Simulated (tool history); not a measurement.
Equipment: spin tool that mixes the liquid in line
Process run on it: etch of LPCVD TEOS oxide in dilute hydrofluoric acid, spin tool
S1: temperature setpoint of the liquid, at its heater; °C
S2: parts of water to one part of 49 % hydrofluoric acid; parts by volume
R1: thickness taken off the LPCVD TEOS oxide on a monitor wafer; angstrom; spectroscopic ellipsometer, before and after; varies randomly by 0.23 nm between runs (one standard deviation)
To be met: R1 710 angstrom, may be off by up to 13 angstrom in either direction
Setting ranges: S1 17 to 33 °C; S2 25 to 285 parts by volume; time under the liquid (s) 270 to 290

Run 1, hour 0: S1 25 °C, S2 155 parts by volume, time under the liquid (s) 270. Result: R1 482.49 angstrom.
Run 2, hour 7.6: S1 25 °C, S2 155 parts by volume, time under the liquid (s) 270. Result: R1 483.24 angstrom.
Run 3, hour 13.8: S1 27 °C, S2 150 parts by volume, time under the liquid (s) 270. Result: R1 542.23 angstrom.
Run 4, hour 21.9: S1 25.5 °C, S2 150 parts by volume, time under the liquid (s) 270. Result: R1 510.16 angstrom.
Run 5, hour 26: S1 27.5 °C, S2 150 parts by volume, time under the liquid (s) 270. Result: R1 549.58 angstrom.
Run 6, hour 33.7: S1 25.5 °C, S2 150 parts by volume, time under the liquid (s) 270. Result: R1 513.1 angstrom.
Run 7, hour 41.1: S1 27.5 °C, S2 150 parts by volume, time under the liquid (s) 270. Result: R1 550.42 angstrom.
Run 8, hour 49.2: S1 29 °C, S2 150 parts by volume, time under the liquid (s) 270. Result: R1 582.16 angstrom.
Run 9, hour 51.1: S1 30 °C, S2 150 parts by volume, time under the liquid (s) 270. Result: R1 601.34 angstrom.
Run 10, hour 59.3: S1 33 °C, S2 140 parts by volume, time under the liquid (s) 270. Result: R1 731.18 angstrom.

Pick the move, out of 4, that brings all results within their allowed miss; only one does.
Run A, hour 67.5: S1 26 °C, S2 115 parts by volume, time under the liquid (s) 290. Result: R1 ?.
Run B, hour 67.5: S1 33 °C, S2 140 parts by volume, time under the liquid (s) 285. Result: R1 ?.
Run C, hour 67.5: S1 33 °C, S2 135 parts by volume, time under the liquid (s) 270. Result: R1 ?.
Run D, hour 67.5: S1 31.5 °C, S2 145 parts by volume, time under the liquid (s) 290. Result: R1 ?.

move      R1
   A   761.2
   B  768.88
   C  760.79
   D  711.42
A: the biggest miss grows against the last run
B: the biggest miss grows against the last run
C: the biggest miss grows against the last run
D: every result lands within tolerance
So the answer is move D, the one that meets all the targets.
